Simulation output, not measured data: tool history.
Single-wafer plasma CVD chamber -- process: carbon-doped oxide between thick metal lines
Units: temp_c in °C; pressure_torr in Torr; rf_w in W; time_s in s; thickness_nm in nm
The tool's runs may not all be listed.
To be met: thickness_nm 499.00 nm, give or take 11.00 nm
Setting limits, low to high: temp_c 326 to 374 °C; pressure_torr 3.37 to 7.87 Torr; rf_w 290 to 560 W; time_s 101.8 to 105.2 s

Run 1, day 0.000: temp_c 350 °C, pressure_torr 5.62 Torr, rf_w 425 W, time_s 101.8 s. Result: thickness_nm 445.18 nm.
Run 2, day 0.246: temp_c 360 °C, pressure_torr 5.62 Torr, rf_w 425 W, time_s 101.8 s. Result: thickness_nm 434.46 nm.
Run 3, day 0.404: temp_c 351 °C, pressure_torr 5.62 Torr, rf_w 425 W, time_s 101.8 s. Result: thickness_nm 446.19 nm.
Run 4, day 0.483: temp_c 350 °C, pressure_torr 5.79 Torr, rf_w 430 W, time_s 101.9 s. Result: thickness_nm 452.39 nm.
Run 5, day 0.542: temp_c 349 °C, pressure_torr 5.95 Torr, rf_w 435 W, time_s 102.0 s. Result: thickness_nm 459.03 nm.
Run 6, day 0.846: temp_c 348 °C, pressure_torr 6.07 Torr, rf_w 440 W, time_s 102.1 s. Result: thickness_nm 465.97 nm.
Run 7, day 1.188: temp_c 347 °C, pressure_torr 6.18 Torr, rf_w 445 W, time_s 102.1 s. Result: thickness_nm 474.06 nm.
Run 8, day 1.529: temp_c 346 °C, pressure_torr 6.29 Torr, rf_w 445 W, time_s 102.1 s. Result: thickness_nm 476.66 nm.

Which of these 4 next moves meets every target?
Run A, day 1.871: temp_c 347 °C, pressure_torr 6.09 Torr, rf_w 450 W, time_s 101.8 s. Result: thickness_nm ?.
Run B, day 1.871: temp_c 344 °C, pressure_torr 7.25 Torr, rf_w 450 W, time_s 104.1 s. Result: thickness_nm ?.
Run C, day 1.871: temp_c 346 °C, pressure_torr 5.77 Torr, rf_w 440 W, time_s 104.8 s. Result: thickness_nm ?.
Run D, day 1.871: temp_c 331 °C, pressure_torr 5.69 Torr, rf_w 435 W, time_s 101.8 s. Result: thickness_nm ?.

move  thickness_nm
   A        475.98
   B        499.65
   C        478.14
   D        476.88
A: about the same distance from the targets as the last run
B: every result lands within tolerance
C: better than the last run, though not everything is in spec
D: about the same distance from the targets as the last run
So the answer is move B, the one that meets all the targets.
